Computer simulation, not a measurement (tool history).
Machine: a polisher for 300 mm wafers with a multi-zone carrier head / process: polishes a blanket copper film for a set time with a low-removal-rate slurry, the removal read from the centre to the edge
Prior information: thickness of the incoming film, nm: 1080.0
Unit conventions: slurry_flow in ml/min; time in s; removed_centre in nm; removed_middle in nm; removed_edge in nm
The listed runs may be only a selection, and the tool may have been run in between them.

run 1 day=0 | slurry_flow=245 centre_zone=1 middle_zone=1 edge_zone=1 slurry_solids=1 time=38 | removed_centre=72.024 removed_middle=70.12 removed_edge=70.299
run 2 day=0.296 | slurry_flow=205 centre_zone=1 middle_zone=1 edge_zone=1 slurry_solids=1 time=38 | removed_centre=69.92 removed_middle=68.597 removed_edge=68.797
run 3 day=0.521 | slurry_flow=205 centre_zone=1 middle_zone=1 edge_zone=0.92 slurry_solids=1 time=38 | removed_centre=69.75 removed_middle=69.041 removed_edge=64.684
run 4 day=0.867 | slurry_flow=200 centre_zone=1.02 middle_zone=0.95 edge_zone=0.91 slurry_solids=0.95 time=38 | removed_centre=70.221 removed_middle=65.238 removed_edge=64.474
run 5 day=1.196 | slurry_flow=195 centre_zone=1.04 middle_zone=0.91 edge_zone=0.89 slurry_solids=0.9 time=38 | removed_centre=69.326 removed_middle=61.753 removed_edge=62.532
run 6 day=1.388 | slurry_flow=190 centre_zone=1.06 middle_zone=0.88 edge_zone=0.88 slurry_solids=0.85 time=38 | removed_centre=69.614 removed_middle=58.142 removed_edge=60.676

What will run 7 give?
run 7 day=1.488 | slurry_flow=185 centre_zone=1.07 middle_zone=0.86 edge_zone=0.87 slurry_solids=0.85 time=38 | removed_centre=? removed_middle=? removed_edge=?

Run 7 came out at removed_centre 69.69 nm, removed_middle 57.306 nm, removed_edge 59.973 nm.

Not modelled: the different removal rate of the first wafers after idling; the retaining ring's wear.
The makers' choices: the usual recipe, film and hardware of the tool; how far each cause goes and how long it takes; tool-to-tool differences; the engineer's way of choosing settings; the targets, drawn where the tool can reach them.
